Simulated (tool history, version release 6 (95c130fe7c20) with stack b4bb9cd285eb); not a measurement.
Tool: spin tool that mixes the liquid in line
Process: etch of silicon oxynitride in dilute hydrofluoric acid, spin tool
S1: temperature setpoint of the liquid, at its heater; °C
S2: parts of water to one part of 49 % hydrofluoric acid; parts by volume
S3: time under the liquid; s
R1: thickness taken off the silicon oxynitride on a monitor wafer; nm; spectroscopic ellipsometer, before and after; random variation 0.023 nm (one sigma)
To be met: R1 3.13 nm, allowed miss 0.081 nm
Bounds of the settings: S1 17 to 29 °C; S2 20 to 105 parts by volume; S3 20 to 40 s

run,day,S1,S2,S3,R1
1,0,21,55,40,2.7253
2,0.271,21,55,40,2.6922
3,0.433,21,75,40,1.974
4,0.629,23.5,75,40,2.2208
5,0.938,25,75,40,2.394
6,1.25,26,75,40,2.5156
7,1.588,27,75,40,2.6228
8,1.75,27.5,75,40,2.6857
9,1.846,28,75,40,2.7737
10,1.942,28.5,75,40,2.7678

Which of these 4 next moves meets every target?
A,2.038,29,70,40,?
B,2.038,29,85,40,?
C,2.038,28,70,40,?
D,2.038,29,75,40,?

move,R1
A,3.105
B,2.5187
C,2.9641
D,2.8834
A: meets every target
B: further off than the last run
C: nearer than the last run, and not there yet
D: nearer than the last run, and not there yet
The right move is A.
